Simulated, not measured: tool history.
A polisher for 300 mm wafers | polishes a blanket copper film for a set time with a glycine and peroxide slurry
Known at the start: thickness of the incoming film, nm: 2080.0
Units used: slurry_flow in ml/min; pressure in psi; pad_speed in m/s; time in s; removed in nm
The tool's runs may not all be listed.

| run | hour | slurry_flow | pressure | pad_speed | time | removed |
|---|---|---|---|---|---|---|
| 1 | 0 | 160 | 3.1 | 1.28 | 41 | 281.22 |
| 2 | 6.4 | 160 | 3.5 | 1.28 | 41 | 320 |
| 3 | 8 | 155 | 3 | 1.26 | 41 | 272.32 |
| 4 | 10.3 | 155 | 3 | 1.26 | 41 | 274.59 |
| 5 | 17.9 | 155 | 2.7 | 1.22 | 41 | 238.67 |
| 6 | 19 | 155 | 2.4 | 1.22 | 41 | 224.07 |
| 7 | 27.4 | 150 | 2.2 | 1.2 | 41 | 200.82 |
| 8 | 34.9 | 145 | 2.1 | 1.2 | 41 | 192.44 |
| 9 | 37.5 | 135 | 2 | 1.2 | 41 | 180.28 |

Expected results for the next run?
| 10 | 40.5 | 100 | 1.6 | 1.2 | 41 | ? |

Run 10 measured removed 141.6 nm.

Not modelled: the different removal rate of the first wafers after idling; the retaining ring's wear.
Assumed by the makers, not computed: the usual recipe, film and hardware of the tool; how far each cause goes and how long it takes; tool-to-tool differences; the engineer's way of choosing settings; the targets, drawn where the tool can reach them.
